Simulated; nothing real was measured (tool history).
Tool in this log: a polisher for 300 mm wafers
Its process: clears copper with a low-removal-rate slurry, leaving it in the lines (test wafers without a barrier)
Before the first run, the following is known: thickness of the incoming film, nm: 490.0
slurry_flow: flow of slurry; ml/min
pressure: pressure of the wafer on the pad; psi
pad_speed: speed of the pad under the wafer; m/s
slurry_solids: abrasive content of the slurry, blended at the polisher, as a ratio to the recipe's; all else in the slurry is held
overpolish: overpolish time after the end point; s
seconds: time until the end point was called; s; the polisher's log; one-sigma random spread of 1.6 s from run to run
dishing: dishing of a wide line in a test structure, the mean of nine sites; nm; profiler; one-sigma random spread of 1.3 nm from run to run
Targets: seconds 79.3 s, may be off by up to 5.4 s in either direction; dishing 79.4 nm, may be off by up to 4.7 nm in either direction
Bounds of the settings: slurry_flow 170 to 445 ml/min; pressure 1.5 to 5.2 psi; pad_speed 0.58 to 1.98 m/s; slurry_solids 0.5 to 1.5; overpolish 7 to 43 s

Run 1, hour 0: slurry_flow 285 ml/min, pressure 3.3 psi, pad_speed 1.28 m/s, slurry_solids 1, overpolish 22 s. Result: seconds 115.61 s, dishing 53.055 nm.
Run 2, hour 1: slurry_flow 285 ml/min, pressure 3 psi, pad_speed 1.28 m/s, slurry_solids 1, overpolish 22 s. Result: seconds 124.76 s, dishing 47.576 nm.
Run 3, hour 4.7: slurry_flow 285 ml/min, pressure 3 psi, pad_speed 1.28 m/s, slurry_solids 0.8, overpolish 22 s. Result: seconds 131.21 s, dishing 47.152 nm.
Run 4, hour 7.2: slurry_flow 285 ml/min, pressure 3.2 psi, pad_speed 1.28 m/s, slurry_solids 0.8, overpolish 22 s. Result: seconds 116.9 s, dishing 49.946 nm.
Run 5, hour 8: slurry_flow 285 ml/min, pressure 3.3 psi, pad_speed 1.28 m/s, slurry_solids 0.8, overpolish 23 s. Result: seconds 114.66 s, dishing 52.266 nm.
Run 6, hour 8.7: slurry_flow 285 ml/min, pressure 3.3 psi, pad_speed 1.28 m/s, slurry_solids 0.8, overpolish 31 s. Result: seconds 117.25 s, dishing 65.661 nm.
Run 7, hour 17.3: slurry_flow 285 ml/min, pressure 3.4 psi, pad_speed 1.28 m/s, slurry_solids 0.8, overpolish 31 s. Result: seconds 115.3 s, dishing 65.934 nm.
Run 8, hour 19.5: slurry_flow 285 ml/min, pressure 3.5 psi, pad_speed 1.28 m/s, slurry_solids 0.8, overpolish 31 s. Result: seconds 115.06 s, dishing 67.028 nm.
Run 9, hour 27.7: slurry_flow 285 ml/min, pressure 3.6 psi, pad_speed 1.28 m/s, slurry_solids 0.8, overpolish 30 s. Result: seconds 108.52 s, dishing 67.939 nm.
Run 10, hour 34.5: slurry_flow 285 ml/min, pressure 3.7 psi, pad_speed 1.28 m/s, slurry_solids 0.8, overpolish 30 s. Result: seconds 105.02 s, dishing 68.49 nm.
Run 11, hour 41.3: slurry_flow 285 ml/min, pressure 3.8 psi, pad_speed 1.28 m/s, slurry_solids 0.8, overpolish 30 s. Result: seconds 103.73 s, dishing 71.817 nm.
Run 12, hour 44.4: slurry_flow 285 ml/min, pressure 3.8 psi, pad_speed 1.28 m/s, slurry_solids 0.8, overpolish 30 s. Result: seconds 108.35 s, dishing 70.007 nm.
Run 13, hour 52.3: slurry_flow 285 ml/min, pressure 3.9 psi, pad_speed 1.3 m/s, slurry_solids 0.8, overpolish 29 s. Result: seconds 100.34 s, dishing 69.971 nm.
Run 14, hour 56.8: slurry_flow 285 ml/min, pressure 4 psi, pad_speed 1.3 m/s, slurry_solids 0.8, overpolish 29 s. Result: seconds 97.555 s, dishing 70.824 nm.
Run 15, hour 62.5: slurry_flow 285 ml/min, pressure 4.1 psi, pad_speed 1.3 m/s, slurry_solids 0.8, overpolish 29 s. Result: seconds 92.564 s, dishing 75.472 nm.
Run 16, hour 66.5: slurry_flow 285 ml/min, pressure 4.1 psi, pad_speed 1.3 m/s, slurry_solids 0.8, overpolish 29 s. Result: seconds 95.784 s, dishing 74.576 nm.
Run 17, hour 73.9: slurry_flow 285 ml/min, pressure 4.2 psi, pad_speed 1.3 m/s, slurry_solids 0.8, overpolish 29 s. Result: seconds 92.47 s, dishing 76.044 nm.
Run 18, hour 81.6: slurry_flow 285 ml/min, pressure 4.3 psi, pad_speed 1.3 m/s, slurry_solids 0.8, overpolish 29 s. Result: seconds 89.558 s, dishing 77.631 nm.
Run 19, hour 90.2: slurry_flow 285 ml/min, pressure 4.3 psi, pad_speed 1.3 m/s, slurry_solids 0.8, overpolish 29 s. Result: seconds 90.959 s, dishing 77.287 nm.
Run 20, hour 92.9: slurry_flow 285 ml/min, pressure 4.4 psi, pad_speed 1.3 m/s, slurry_solids 0.8, overpolish 29 s. Result: seconds 87.535 s, dishing 76.223 nm.

Which one of the following 5 next-run settings gets every result inside its allowed miss? There is exactly one.
Run A, hour 95.6: slurry_flow 280 ml/min, pressure 4.6 psi, pad_speed 1.38 m/s, slurry_solids 0.75, overpolish 27 s. Result: seconds ?, dishing ?.
Run B, hour 95.6: slurry_flow 170 ml/min, pressure 4.8 psi, pad_speed 1.08 m/s, slurry_solids 0.65, overpolish 38 s. Result: seconds ?, dishing ?.
Run C, hour 95.6: slurry_flow 340 ml/min, pressure 4.4 psi, pad_speed 1.64 m/s, slurry_solids 0.75, overpolish 22 s. Result: seconds ?, dishing ?.
Run D, hour 95.6: slurry_flow 295 ml/min, pressure 5.1 psi, pad_speed 1.1 m/s, slurry_solids 0.65, overpolish 29 s. Result: seconds ?, dishing ?.
Run E, hour 95.6: slurry_flow 285 ml/min, pressure 3.7 psi, pad_speed 1.36 m/s, slurry_solids 0.95, overpolish 34 s. Result: seconds ?, dishing ?.

move  seconds  dishing
   A   82.407   78.758
   B   109.83   81.864
   C   71.418   75.351
   D   94.098   76.358
   E    99.67   78.945
A: all results land within tolerance of their targets
B: further off than the last run
C: moves the result that the last run missed by most past its target, out the other side
D: further off than the last run
E: further off than the last run
A meets every target.
